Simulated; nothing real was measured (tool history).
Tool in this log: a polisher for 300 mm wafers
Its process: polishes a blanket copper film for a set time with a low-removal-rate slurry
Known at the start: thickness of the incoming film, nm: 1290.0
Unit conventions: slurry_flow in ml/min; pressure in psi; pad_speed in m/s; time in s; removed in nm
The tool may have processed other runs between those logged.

run 1 hour=0 | slurry_flow=135 pressure=3.1 pad_speed=1.36 slurry_solids=1 time=49 | removed=156.25
run 2 hour=1.2 | slurry_flow=130 pressure=2.9 pad_speed=1.36 slurry_solids=1 time=49 | removed=147.6
run 3 hour=2.1 | slurry_flow=130 pressure=2.9 pad_speed=1.56 slurry_solids=1 time=49 | removed=164.65
run 4 hour=7 | slurry_flow=130 pressure=2.9 pad_speed=1.56 slurry_solids=0.8 time=49 | removed=156.85
run 5 hour=9.3 | slurry_flow=130 pressure=2.9 pad_speed=1.24 slurry_solids=0.8 time=49 | removed=129.48
run 6 hour=12.8 | slurry_flow=130 pressure=2.9 pad_speed=1.52 slurry_solids=0.8 time=49 | removed=151.86
run 7 hour=19.1 | slurry_flow=130 pressure=2.9 pad_speed=1.52 slurry_solids=0.8 time=49 | removed=152.28
run 8 hour=26.7 | slurry_flow=100 pressure=2 pad_speed=1.5 slurry_solids=0.8 time=49 | removed=110.62
run 9 hour=35 | slurry_flow=95 pressure=1.6 pad_speed=1.5 slurry_solids=0.8 time=49 | removed=96.323
run 10 hour=38.9 | slurry_flow=100 pressure=1.6 pad_speed=1.5 slurry_solids=0.8 time=49 | removed=97.335
run 11 hour=46.7 | slurry_flow=105 pressure=1.6 pad_speed=1.5 slurry_solids=0.8 time=49 | removed=96.898
-- hour=48.1 worn pad replaced by a new one
run 12 hour=48.1 | slurry_flow=105 pressure=1.7 pad_speed=1.5 slurry_solids=0.8 time=49 | removed=112.82

For run 13, what comes out?
run 13 hour=51.3 | slurry_flow=100 pressure=1.7 pad_speed=1.5 slurry_solids=0.8 time=49 | removed=?

removed: 111.37 nm

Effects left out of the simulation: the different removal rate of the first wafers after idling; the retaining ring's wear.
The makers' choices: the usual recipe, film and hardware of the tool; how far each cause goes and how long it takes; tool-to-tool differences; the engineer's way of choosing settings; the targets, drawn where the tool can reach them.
